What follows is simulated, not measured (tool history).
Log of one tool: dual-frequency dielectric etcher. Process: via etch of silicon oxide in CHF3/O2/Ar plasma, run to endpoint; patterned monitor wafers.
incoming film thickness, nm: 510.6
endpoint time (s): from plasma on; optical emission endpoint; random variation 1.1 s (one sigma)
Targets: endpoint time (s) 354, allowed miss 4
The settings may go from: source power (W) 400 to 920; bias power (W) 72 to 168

run    day  source power (W)  bias power (W)  endpoint time (s)
  1      0               660             120              304.4
  2  0.296               630             120             310.19
  3  0.492               610             120             315.43
  4  0.696               540             120             329.18
  5  0.783               530             120             332.79
  6  0.912               530             139             317.21
  7  1.204               530             139             317.41
  8  1.312               520             138             320.37
  9  1.362               510             137             323.84
 10  1.558               500             136             326.13
 11  1.638               490             135             330.56
 12  1.796               480             135             331.77
 13  1.925               470             134             337.64
 14  2.038               460             134             339.81
 15  2.221               400             131             360.59
       2.4  -- wet clean of the chamber
 16    2.4               410             131             373.94
 17  2.508               440             131                364
 18  2.754               450             131             358.53

4 next moves are on the table. One of them brings every result within its allowed miss. Which?
  A    3               480             136                  ?
  B    3               460             147                  ?
  C    3               500             128                  ?
  D    3               490             126                  ?

move  endpoint time (s)
   A             345.75
   B             343.26
   C             346.55
   D             350.71
A: takes the result that was furthest off past its target
B: takes the result that was furthest off past its target
C: takes the result that was furthest off past its target
D: meets every target
Move D is the one to make.
